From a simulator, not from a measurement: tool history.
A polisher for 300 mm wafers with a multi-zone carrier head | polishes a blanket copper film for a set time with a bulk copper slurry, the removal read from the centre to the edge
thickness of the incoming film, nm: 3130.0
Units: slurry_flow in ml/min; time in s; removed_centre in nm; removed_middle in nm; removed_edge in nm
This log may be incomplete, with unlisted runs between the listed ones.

run 1 hour=0.0 | slurry_flow=260 centre_zone=1.00 middle_zone=1.00 edge_zone=1.00 slurry_solids=1.00 time=36 | removed_centre=459.42 removed_middle=450.44 removed_edge=468.86
run 2 hour=4.5 | slurry_flow=260 centre_zone=1.00 middle_zone=1.04 edge_zone=1.00 slurry_solids=1.00 time=36 | removed_centre=467.05 removed_middle=456.16 removed_edge=461.14
run 3 hour=13.4 | slurry_flow=260 centre_zone=1.00 middle_zone=0.98 edge_zone=1.00 slurry_solids=1.00 time=36 | removed_centre=460.38 removed_middle=443.47 removed_edge=466.34
run 4 hour=18.1 | slurry_flow=260 centre_zone=1.00 middle_zone=0.98 edge_zone=1.00 slurry_solids=1.00 time=43 | removed_centre=550.99 removed_middle=523.58 removed_edge=558.94
run 5 hour=23.9 | slurry_flow=260 centre_zone=1.00 middle_zone=0.98 edge_zone=1.00 slurry_solids=0.80 time=43 | removed_centre=525.46 removed_middle=505.94 removed_edge=527.40
run 6 hour=28.0 | slurry_flow=260 centre_zone=0.99 middle_zone=0.97 edge_zone=0.99 slurry_solids=0.75 time=42 | removed_centre=501.50 removed_middle=481.67 removed_edge=519.55
run 7 hour=36.1 | slurry_flow=260 centre_zone=0.98 middle_zone=0.98 edge_zone=0.98 slurry_solids=0.70 time=41 | removed_centre=476.50 removed_middle=458.04 removed_edge=486.11
run 8 hour=37.0 | slurry_flow=260 centre_zone=0.96 middle_zone=0.98 edge_zone=0.97 slurry_solids=0.70 time=41 | removed_centre=474.95 removed_middle=465.15 removed_edge=486.51
run 9 hour=44.6 | slurry_flow=260 centre_zone=0.96 middle_zone=0.98 edge_zone=0.97 slurry_solids=0.70 time=41 | removed_centre=477.57 removed_middle=469.18 removed_edge=480.87
run 10 hour=50.6 | slurry_flow=255 centre_zone=0.94 middle_zone=0.97 edge_zone=0.97 slurry_solids=0.70 time=40 | removed_centre=452.25 removed_middle=447.49 removed_edge=474.83
run 11 hour=55.6 | slurry_flow=255 centre_zone=0.93 middle_zone=0.97 edge_zone=0.96 slurry_solids=0.70 time=40 | removed_centre=438.47 removed_middle=450.34 removed_edge=471.85
run 12 hour=61.3 | slurry_flow=255 centre_zone=0.92 middle_zone=0.97 edge_zone=0.95 slurry_solids=0.70 time=40 | removed_centre=451.01 removed_middle=450.32 removed_edge=476.37
run 13 hour=65.0 | slurry_flow=255 centre_zone=0.91 middle_zone=0.97 edge_zone=0.95 slurry_solids=0.70 time=39 | removed_centre=425.06 removed_middle=437.10 removed_edge=462.61

Expected results for the next run?
run 14 hour=67.8 | slurry_flow=255 centre_zone=0.90 middle_zone=0.97 edge_zone=0.94 slurry_solids=0.70 time=39 | removed_centre=? removed_middle=? removed_edge=?

{"run 14": {"removed_centre": 415.73, "removed_middle": 439.56, "removed_edge": 455.54}}
